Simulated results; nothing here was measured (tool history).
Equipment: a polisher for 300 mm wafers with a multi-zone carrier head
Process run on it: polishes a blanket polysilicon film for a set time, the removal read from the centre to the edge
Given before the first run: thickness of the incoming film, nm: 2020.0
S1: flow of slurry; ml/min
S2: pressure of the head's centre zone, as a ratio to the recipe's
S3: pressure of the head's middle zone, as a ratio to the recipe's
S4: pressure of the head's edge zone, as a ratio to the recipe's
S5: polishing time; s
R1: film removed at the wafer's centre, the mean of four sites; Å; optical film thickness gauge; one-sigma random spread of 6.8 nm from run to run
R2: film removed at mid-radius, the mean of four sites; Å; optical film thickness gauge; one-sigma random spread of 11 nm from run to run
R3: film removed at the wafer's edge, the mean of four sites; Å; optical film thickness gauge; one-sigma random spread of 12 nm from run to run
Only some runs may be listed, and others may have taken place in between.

| run | hour | S1 | S2 | S3 | S4 | S5 | R1 | R2 | R3 |
|---|---|---|---|---|---|---|---|---|---|
| 1 | 0 | 180 | 1 | 1 | 1 | 73 | 5294.9 | 5288.6 | 5250.2 |
| 2 | 5.8 | 195 | 1.04 | 1.01 | 1.04 | 80 | 6160.3 | 5910.7 | 6186.2 |
| 3 | 13 | 210 | 1.08 | 1.03 | 1.04 | 83 | 6770 | 6359.3 | 6250.1 |
| 4 | 19.5 | 210 | 1.16 | 1.03 | 1.04 | 83 | 7243.8 | 6325.9 | 6481.8 |
| 5 | 26.4 | 210 | 1.09 | 1.03 | 1.04 | 83 | 6859.8 | 6113.7 | 6310.8 |
| 6 | 27.1 | 210 | 1.05 | 1.03 | 1.04 | 83 | 6593.5 | 6220.2 | 6441.8 |
| 7 | 30.6 | 220 | 1.09 | 1.05 | 1.06 | 86 | 7102.2 | 6670.5 | 6585.1 |
| 8 | 36.2 | 220 | 1.11 | 1.05 | 1.08 | 89 | 7445.3 | 6843.9 | 6731.4 |
| 9 | 40.9 | 220 | 1.1 | 1.03 | 1.05 | 93 | 7708.4 | 7334 | 7090.4 |
| 10 | 49.7 | 225 | 1.12 | 1.01 | 1.07 | 95 | 8040.7 | 7183.3 | 7290 |
| 11 | 55.3 | 220 | 1.13 | 1 | 1.08 | 98 | 8420.5 | 7448.9 | 7393.1 |
| 12 | 59.2 | 230 | 1.12 | 0.98 | 1.09 | 100 | 8505 | 7557.2 | 7848.2 |
| 13 | 65.2 | 235 | 1.13 | 0.98 | 1.09 | 100 | 8648.3 | 7506.7 | 7952.3 |
| 14 | 73.9 | 240 | 1.13 | 0.98 | 1.09 | 100 | 8680.7 | 7449.3 | 7903.6 |

For run 15, what comes out?
| 15 | 82.2 | 245 | 1.13 | 0.99 | 1.09 | 100 | ? | ? | ? |

{"run 15": {"R1": 8745.2, "R2": 7638.7, "R3": 7796.3}}

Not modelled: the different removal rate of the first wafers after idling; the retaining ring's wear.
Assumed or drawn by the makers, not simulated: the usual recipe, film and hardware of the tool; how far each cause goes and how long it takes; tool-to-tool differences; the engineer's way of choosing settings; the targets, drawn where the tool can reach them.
